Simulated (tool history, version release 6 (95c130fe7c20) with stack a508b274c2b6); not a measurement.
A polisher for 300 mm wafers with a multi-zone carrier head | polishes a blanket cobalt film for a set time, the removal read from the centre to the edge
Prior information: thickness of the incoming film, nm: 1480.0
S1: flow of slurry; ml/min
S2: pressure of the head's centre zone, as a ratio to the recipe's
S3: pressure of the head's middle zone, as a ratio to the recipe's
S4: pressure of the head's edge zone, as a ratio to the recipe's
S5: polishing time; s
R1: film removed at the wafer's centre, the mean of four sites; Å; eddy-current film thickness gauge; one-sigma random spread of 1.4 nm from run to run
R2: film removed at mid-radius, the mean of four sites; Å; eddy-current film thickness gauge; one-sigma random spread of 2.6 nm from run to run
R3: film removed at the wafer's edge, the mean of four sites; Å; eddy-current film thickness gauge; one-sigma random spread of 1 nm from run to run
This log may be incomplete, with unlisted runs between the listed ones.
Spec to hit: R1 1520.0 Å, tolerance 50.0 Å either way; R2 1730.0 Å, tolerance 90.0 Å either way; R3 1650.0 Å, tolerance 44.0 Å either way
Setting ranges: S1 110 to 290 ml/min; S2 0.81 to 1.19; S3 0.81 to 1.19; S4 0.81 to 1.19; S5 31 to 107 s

Run 1, day 0.000: S1 185 ml/min, S2 1.00, S3 1.00, S4 1.00, S5 69 s. Result: R1 1857.3 Å, R2 1988.0 Å, R3 2024.0 Å.
Run 2, day 0.371: S1 185 ml/min, S2 1.00, S3 1.00, S4 1.00, S5 63 s. Result: R1 1690.5 Å, R2 1837.0 Å, R3 1871.6 Å.
Run 3, day 0.583: S1 180 ml/min, S2 0.99, S3 1.00, S4 0.98, S5 63 s. Result: R1 1678.6 Å, R2 1891.8 Å, R3 1841.9 Å.
Run 4, day 0.917: S1 175 ml/min, S2 0.99, S3 0.99, S4 0.97, S5 62 s. Result: R1 1633.2 Å, R2 1773.5 Å, R3 1776.1 Å.
Run 5, day 1.179: S1 175 ml/min, S2 1.06, S3 0.99, S4 0.97, S5 62 s. Result: R1 1747.4 Å, R2 1808.9 Å, R3 1762.6 Å.
Run 6, day 1.204: S1 170 ml/min, S2 1.05, S3 0.99, S4 0.96, S5 62 s. Result: R1 1732.7 Å, R2 1793.4 Å, R3 1789.7 Å.
Run 7, day 1.292: S1 165 ml/min, S2 1.04, S3 0.99, S4 0.94, S5 62 s. Result: R1 1700.9 Å, R2 1770.9 Å, R3 1763.6 Å.
Run 8, day 1.425: S1 160 ml/min, S2 1.03, S3 1.00, S4 0.93, S5 62 s. Result: R1 1651.6 Å, R2 1768.7 Å, R3 1727.4 Å.
Run 9, day 1.596: S1 155 ml/min, S2 1.03, S3 1.01, S4 0.92, S5 62 s. Result: R1 1647.7 Å, R2 1808.9 Å, R3 1699.0 Å.
At day 1.775: centre zone pressure recalibrated.
Run 10, day 1.775: S1 150 ml/min, S2 1.02, S3 1.01, S4 0.92, S5 62 s. Result: R1 1765.4 Å, R2 1771.6 Å, R3 1705.3 Å.
Run 11, day 2.046: S1 155 ml/min, S2 1.01, S3 1.00, S4 0.91, S5 62 s. Result: R1 1734.7 Å, R2 1780.5 Å, R3 1694.2 Å.
Run 12, day 2.329: S1 155 ml/min, S2 1.00, S3 1.01, S4 0.92, S5 61 s. Result: R1 1722.7 Å, R2 1758.5 Å, R3 1680.0 Å.
Run 13, day 2.462: S1 170 ml/min, S2 1.00, S3 1.01, S4 0.92, S5 60 s. Result: R1 1675.5 Å, R2 1755.3 Å, R3 1678.7 Å.
Run 14, day 2.788: S1 165 ml/min, S2 0.98, S3 1.02, S4 0.93, S5 60 s. Result: R1 1660.7 Å, R2 1724.9 Å, R3 1675.3 Å.

Which single option among these 5 for the next run brings every result within its allowed miss of target? Just one does.
Run A, day 3.112: S1 175 ml/min, S2 0.88, S3 0.97, S4 0.86, S5 61 s. Result: R1 ?, R2 ?, R3 ?.
Run B, day 3.112: S1 115 ml/min, S2 0.98, S3 0.98, S4 0.83, S5 67 s. Result: R1 ?, R2 ?, R3 ?.
Run C, day 3.112: S1 195 ml/min, S2 1.05, S3 1.13, S4 1.01, S5 58 s. Result: R1 ?, R2 ?, R3 ?.
Run D, day 3.112: S1 290 ml/min, S2 1.07, S3 1.11, S4 1.08, S5 50 s. Result: R1 ?, R2 ?, R3 ?.
Run E, day 3.112: S1 130 ml/min, S2 1.02, S3 1.00, S4 0.88, S5 64 s. Result: R1 ?, R2 ?, R3 ?.

move      R1      R2      R3
   A  1550.4  1736.9  1646.3
   B  1695.7  1736.6  1658.7
   C  1799.8  1846.4  1707.8
   D  1673.9  1656.5  1581.8
   E  1754.4  1737.8  1665.5
A: all results land within tolerance of their targets
B: lands further from the targets than the last run did
C: lands further from the targets than the last run did
D: lands further from the targets than the last run did
E: lands further from the targets than the last run did
A is the move that brings every result within its allowed miss.
